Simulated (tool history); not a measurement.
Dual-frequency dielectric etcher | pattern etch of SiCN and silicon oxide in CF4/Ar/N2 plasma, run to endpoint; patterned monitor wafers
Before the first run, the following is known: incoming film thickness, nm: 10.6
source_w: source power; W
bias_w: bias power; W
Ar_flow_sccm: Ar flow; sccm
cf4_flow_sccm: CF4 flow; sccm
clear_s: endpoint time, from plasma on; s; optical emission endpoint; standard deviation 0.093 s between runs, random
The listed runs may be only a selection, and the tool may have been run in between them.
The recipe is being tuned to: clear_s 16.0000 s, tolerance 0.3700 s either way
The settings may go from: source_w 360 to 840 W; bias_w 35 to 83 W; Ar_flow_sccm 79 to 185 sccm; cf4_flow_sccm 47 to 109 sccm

run	hour	source_w	bias_w	Ar_flow_sccm	cf4_flow_sccm	clear_s
1	0.0	600	59	132	78	10.0900
2	7.7	600	69	132	78	9.3791
3	15.2	530	62	137	76	11.4480
4	22.5	530	62	150	76	11.4750
5	23.1	480	61	151	76	12.9450
6	24.9	480	61	173	76	13.1860
7	29.1	450	61	173	76	14.3770
8	35.4	430	61	173	76	14.9130
9	37.0	420	61	173	76	15.3770

Which of these 4 next moves meets every target?
A	38.6	430	60	184	78	?
B	38.6	420	54	178	82	?
C	38.6	490	46	183	80	?
D	38.6	440	62	173	67	?

move	clear_s
A	15.2310
B	15.9960
C	14.2440
D	14.9410
A: further off than the last run
B: all results land within tolerance of their targets
C: further off than the last run
D: further off than the last run
Go with B: it meets all targets.
